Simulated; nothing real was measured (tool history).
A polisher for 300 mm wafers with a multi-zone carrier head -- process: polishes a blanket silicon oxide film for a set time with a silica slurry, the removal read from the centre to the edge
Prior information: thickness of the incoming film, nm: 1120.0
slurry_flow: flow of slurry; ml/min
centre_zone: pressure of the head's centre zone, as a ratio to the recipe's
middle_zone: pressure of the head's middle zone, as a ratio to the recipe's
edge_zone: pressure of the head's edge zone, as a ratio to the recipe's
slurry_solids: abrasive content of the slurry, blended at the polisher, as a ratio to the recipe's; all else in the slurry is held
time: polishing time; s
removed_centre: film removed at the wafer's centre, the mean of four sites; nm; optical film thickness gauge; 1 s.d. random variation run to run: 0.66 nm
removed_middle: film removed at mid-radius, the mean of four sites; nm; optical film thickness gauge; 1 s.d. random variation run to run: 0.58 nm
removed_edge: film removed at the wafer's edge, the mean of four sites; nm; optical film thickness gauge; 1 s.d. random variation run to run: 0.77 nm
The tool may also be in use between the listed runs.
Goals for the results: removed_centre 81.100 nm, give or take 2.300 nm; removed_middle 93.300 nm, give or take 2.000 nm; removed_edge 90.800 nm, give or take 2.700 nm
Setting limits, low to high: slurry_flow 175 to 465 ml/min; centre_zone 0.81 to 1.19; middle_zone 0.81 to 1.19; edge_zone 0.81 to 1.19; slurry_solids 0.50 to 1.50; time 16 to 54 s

run  hour  slurry_flow  centre_zone  middle_zone  edge_zone  slurry_solids  time  removed_centre  removed_middle  removed_edge
  1   0.0          295         1.00         1.00       1.00           1.00    35          95.252          93.791        94.267
  2   8.4          295         1.00         1.00       1.00           1.00    40         111.140         107.680       108.690
  3  16.7          285         0.97         0.99       0.98           0.95    40         105.320         105.270       104.950
  4  25.5          285         0.97         0.99       0.98           1.05    40         109.620         107.610       107.970
  5  34.4          275         0.94         0.98       0.97           1.00    40         104.200         105.760       105.180
  6  35.9          275         0.94         0.93       0.97           1.00    40         103.960         100.340       106.640
  7  38.6          220         0.84         0.97       0.87           0.75    40          80.563          89.464        87.288
  8  41.6          225         0.84         0.97       0.88           0.75    40          81.716          89.658        88.165

Which one of the following 5 next-run settings gets every result inside its allowed miss? There is exactly one.
  A  44.6          265         0.86         0.98       0.92           0.70    40               ?               ?             ?
  B  44.6          220         0.96         1.00       0.83           0.60    44               ?               ?             ?
  C  44.6          175         0.85         1.04       0.99           0.65    43               ?               ?             ?
  D  44.6          180         0.83         0.96       0.93           0.60    46               ?               ?             ?
  E  44.6          300         0.81         0.98       0.94           0.85    40               ?               ?             ?

move  removed_centre  removed_middle  removed_edge
   A          81.894          87.853        87.370
   B          89.203          89.159        83.755
   C          80.886          92.403        90.946
   D          81.437          88.657        90.831
   E          86.932          97.726        97.877
A: moves away from the targets compared with the last run
B: moves away from the targets compared with the last run
C: hits every target within its allowed miss
D: moves away from the targets compared with the last run
E: carries the result that was furthest off beyond its target, to the other side
Correct choice: C, which meets every target
